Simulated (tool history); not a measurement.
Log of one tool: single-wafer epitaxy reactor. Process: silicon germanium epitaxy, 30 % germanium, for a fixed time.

run	hour	wafer temperature setpoint (pyrometer-controlled) (°C)	chamber pressure (mTorr)	mean film thickness on the monitor wafer (nm)
1	0.0	580	25800	46.954
2	2.3	580	29600	50.927
3	3.7	580	32800	53.854
4	8.9	575	32800	48.632
5	13.5	579	32800	52.977
6	18.3	571	32800	44.820

The next listed run, before its measurement:
7	23.2	573	32800	?

Run 7 gave mean film thickness on the monitor wafer (nm) 46.403.

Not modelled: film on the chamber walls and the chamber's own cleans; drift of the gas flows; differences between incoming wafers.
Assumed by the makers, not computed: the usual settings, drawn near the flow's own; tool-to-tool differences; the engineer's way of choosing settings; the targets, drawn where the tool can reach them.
